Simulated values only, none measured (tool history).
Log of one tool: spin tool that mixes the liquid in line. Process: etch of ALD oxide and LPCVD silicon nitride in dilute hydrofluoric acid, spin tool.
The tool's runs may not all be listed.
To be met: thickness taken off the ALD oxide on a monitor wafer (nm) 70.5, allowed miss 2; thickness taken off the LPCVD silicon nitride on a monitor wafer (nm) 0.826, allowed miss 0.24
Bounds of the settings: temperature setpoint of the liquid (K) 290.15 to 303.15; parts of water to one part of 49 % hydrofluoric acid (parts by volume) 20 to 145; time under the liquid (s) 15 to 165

| run | hour | temperature setpoint of the liquid (K) | parts of water to one part of 49 % hydrofluoric acid (parts by volume) | time under the liquid (s) | thickness taken off the ALD oxide on a monitor wafer (nm) | thickness taken off the LPCVD silicon nitride on a monitor wafer (nm) |
|---|---|---|---|---|---|---|
| 1 | 0 | 295.15 | 80 | 85 | 32.805 | 0.4045 |
| 2 | 4.4 | 295.15 | 60 | 85 | 45.815 | 0.5444 |
| 3 | 10.2 | 296.65 | 60 | 85 | 47.877 | 0.54482 |
| 4 | 12.9 | 296.65 | 60 | 110 | 61.658 | 0.75047 |
| 5 | 14.1 | 296.65 | 60 | 140 | 78.165 | 0.87555 |
| 6 | 22.8 | 296.65 | 35 | 140 | 138.93 | 1.5599 |
| 7 | 25 | 295.65 | 40 | 140 | 116.74 | 1.194 |
| 8 | 25.9 | 295.15 | 45 | 140 | 100.33 | 1.2586 |
| 9 | 28.7 | 294.65 | 45 | 140 | 99.274 | 1.1042 |
| 10 | 31.7 | 293.65 | 45 | 140 | 93.886 | 0.99706 |
| 11 | 39.4 | 291.15 | 60 | 140 | 62.039 | 0.68323 |

Which of these 5 next moves meets every target?
| A | 47.1 | 294.65 | 70 | 160 | ? | ? |
| B | 47.1 | 292.15 | 55 | 150 | ? | ? |
| C | 47.1 | 290.15 | 60 | 155 | ? | ? |
| D | 47.1 | 296.15 | 80 | 165 | ? | ? |
| E | 47.1 | 301.15 | 90 | 155 | ? | ? |

| move | thickness taken off the ALD oxide on a monitor wafer (nm) | thickness taken off the LPCVD silicon nitride on a monitor wafer (nm) |
|---|---|---|
| A | 70.872 | 0.81451 |
| B | 77.501 | 0.813 |
| C | 66.989 | 0.67077 |
| D | 67.176 | 0.81547 |
| E | 67.468 | 0.94621 |
A: meets every target
B: takes the result that was furthest off past its target
C: nearer than the last run, and not there yet
D: nearer than the last run, and not there yet
E: nearer than the last run, and not there yet
Move A is the one to make.
